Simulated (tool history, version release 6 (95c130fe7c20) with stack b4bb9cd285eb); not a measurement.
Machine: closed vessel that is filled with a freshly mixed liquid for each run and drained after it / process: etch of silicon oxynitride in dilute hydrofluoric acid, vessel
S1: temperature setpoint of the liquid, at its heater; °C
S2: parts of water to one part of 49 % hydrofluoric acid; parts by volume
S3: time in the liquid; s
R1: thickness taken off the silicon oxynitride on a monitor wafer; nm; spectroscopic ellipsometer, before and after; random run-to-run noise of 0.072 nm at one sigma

run	hour	S1	S2	S3	R1
1	0	23	90	320	5.5272
2	3.4	25.5	80	320	7.0875
3	7.4	27.5	75	320	8.3213
4	12.7	28.5	70	320	9.394
5	21.4	28.5	70	205	6.0312
6	24.7	28.5	70	320	9.3082

What will run 7 give?
7	30.5	29.5	70	320	?

Logged for run 7: R1 9.7317 nm.
